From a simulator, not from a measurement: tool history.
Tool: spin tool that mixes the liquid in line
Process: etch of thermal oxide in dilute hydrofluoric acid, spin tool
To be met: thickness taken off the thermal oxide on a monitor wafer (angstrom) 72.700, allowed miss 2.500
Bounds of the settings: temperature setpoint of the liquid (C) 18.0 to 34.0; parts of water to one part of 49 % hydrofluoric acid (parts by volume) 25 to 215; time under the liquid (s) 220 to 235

run    day  temperature setpoint of the liquid (C)  parts of water to one part of 49 % hydrofluoric acid (parts by volume)  time under the liquid (s)  thickness taken off the thermal oxide on a monitor wafer (angstrom)
  1  0.000                                    26.0                                                                     120                        220                                                               86.836
  2  0.075                                    26.0                                                                     160                        220                                                               63.131
  3  0.346                                    26.5                                                                     160                        220                                                               62.241
  4  0.512                                    27.5                                                                     160                        220                                                               66.128
  5  0.650                                    27.5                                                                     160                        235                                                               69.541
  6  0.900                                    27.5                                                                     160                        220                                                               66.203
  7  0.979                                    28.0                                                                     160                        220                                                               67.050
  8  1.283                                    28.5                                                                     160                        220                                                               68.409
  9  1.312                                    29.0                                                                     160                        220                                                               68.128

Which of these 4 next moves meets every target?
  A  1.342                                    33.5                                                                     195                        230                                                                    ?
  B  1.342                                    30.0                                                                     180                        220                                                                    ?
  C  1.342                                    29.0                                                                     180                        220                                                                    ?
  D  1.342                                    29.0                                                                     155                        225                                                                    ?

move  thickness taken off the thermal oxide on a monitor wafer (angstrom)
   A                                                               66.125
   B                                                               61.978
   C                                                               59.829
   D                                                               73.316
A: further off than the last run
B: further off than the last run
C: further off than the last run
D: meets every target
Answer: D

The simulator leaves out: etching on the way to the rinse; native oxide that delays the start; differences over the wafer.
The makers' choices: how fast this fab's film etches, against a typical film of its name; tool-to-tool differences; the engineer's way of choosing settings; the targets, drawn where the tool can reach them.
